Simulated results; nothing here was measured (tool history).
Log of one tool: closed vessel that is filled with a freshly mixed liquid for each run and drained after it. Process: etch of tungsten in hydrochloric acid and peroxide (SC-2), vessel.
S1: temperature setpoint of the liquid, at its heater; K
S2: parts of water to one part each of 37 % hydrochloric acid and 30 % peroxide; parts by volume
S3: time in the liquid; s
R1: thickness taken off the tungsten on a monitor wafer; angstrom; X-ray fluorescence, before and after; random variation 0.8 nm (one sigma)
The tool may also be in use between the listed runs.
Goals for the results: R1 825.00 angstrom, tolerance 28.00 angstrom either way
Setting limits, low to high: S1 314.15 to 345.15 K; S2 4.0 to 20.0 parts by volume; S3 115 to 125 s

run	day	S1	S2	S3	R1
1	0.000	330.15	11.0	115	334.62
2	0.079	335.15	11.0	115	461.88
3	0.362	338.15	11.0	115	547.50
4	0.408	338.15	11.0	115	549.42
5	0.517	340.65	11.0	115	655.20
6	0.808	341.65	11.0	115	686.65
# day 1.071: chemicals flow meter replaced
7	1.071	342.65	11.0	115	677.20
8	1.200	343.65	10.5	115	755.45
9	1.550	344.15	10.5	115	767.75
10	1.600	344.65	10.5	115	774.18

Next run, 5 choices. One meets every target within its allowed miss, the rest don't. Which?
A	1.650	341.65	9.0	115	?
B	1.650	341.15	9.0	115	?
C	1.650	343.65	10.0	115	?
D	1.650	339.15	7.5	125	?
E	1.650	343.15	11.0	115	?

move	R1
A	764.54
B	742.04
C	789.08
D	828.02
E	707.20
A: misses by more than the last run did
B: misses by more than the last run did
C: nearer than the last run, and not there yet
D: every result within its allowed miss
E: misses by more than the last run did
D is the move that brings every result within its allowed miss.
